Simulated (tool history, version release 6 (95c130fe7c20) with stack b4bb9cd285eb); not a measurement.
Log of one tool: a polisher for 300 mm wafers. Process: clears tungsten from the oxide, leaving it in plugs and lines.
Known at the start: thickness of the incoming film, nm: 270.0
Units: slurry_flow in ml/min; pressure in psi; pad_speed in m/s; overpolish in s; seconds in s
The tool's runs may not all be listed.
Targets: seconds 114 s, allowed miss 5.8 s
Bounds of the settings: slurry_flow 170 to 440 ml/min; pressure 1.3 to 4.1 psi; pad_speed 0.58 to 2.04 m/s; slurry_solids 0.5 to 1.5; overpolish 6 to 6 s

run 1 hour=0 | slurry_flow=280 pressure=2.7 pad_speed=1.3 slurry_solids=1 overpolish=6 | seconds=79.759
run 2 hour=7 | slurry_flow=280 pressure=2.5 pad_speed=1.28 slurry_solids=1 overpolish=6 | seconds=85.957
run 3 hour=11.1 | slurry_flow=250 pressure=2.5 pad_speed=1.28 slurry_solids=1 overpolish=6 | seconds=86.157
run 4 hour=14.4 | slurry_flow=250 pressure=2.3 pad_speed=1.26 slurry_solids=1 overpolish=6 | seconds=92.166
run 5 hour=21.5 | slurry_flow=250 pressure=2.3 pad_speed=1.26 slurry_solids=0.9 overpolish=6 | seconds=93.091
run 6 hour=29.9 | slurry_flow=250 pressure=2.2 pad_speed=1.26 slurry_solids=0.9 overpolish=6 | seconds=99.813
run 7 hour=30.7 | slurry_flow=250 pressure=2.1 pad_speed=1.26 slurry_solids=0.9 overpolish=6 | seconds=103.26
run 8 hour=36.8 | slurry_flow=250 pressure=2 pad_speed=1.26 slurry_solids=0.9 overpolish=6 | seconds=106.93
run 9 hour=42.5 | slurry_flow=250 pressure=1.9 pad_speed=1.26 slurry_solids=0.9 overpolish=6 | seconds=105.88
run 10 hour=49.9 | slurry_flow=250 pressure=1.9 pad_speed=1.26 slurry_solids=0.9 overpolish=6 | seconds=106.38

5 next moves are on the table. One of them brings every result within its allowed miss. Which?
run A hour=57.3 | slurry_flow=235 pressure=1.8 pad_speed=1.2 slurry_solids=0.95 overpolish=6 | seconds=?
run B hour=57.3 | slurry_flow=280 pressure=2.2 pad_speed=1.2 slurry_solids=0.9 overpolish=6 | seconds=?
run C hour=57.3 | slurry_flow=200 pressure=1.9 pad_speed=1.12 slurry_solids=0.75 overpolish=6 | seconds=?
run D hour=57.3 | slurry_flow=225 pressure=2 pad_speed=1.34 slurry_solids=0.95 overpolish=6 | seconds=?
run E hour=57.3 | slurry_flow=245 pressure=2.1 pad_speed=1.36 slurry_solids=0.9 overpolish=6 | seconds=?

move=A seconds=113.76
move=B seconds=99.812
move=C seconds=124.39
move=D seconds=96.118
move=E seconds=92.086
A: meets every target
B: further off than the last run
C: takes the result that was furthest off past its target
D: further off than the last run
E: further off than the last run
The right move is A.
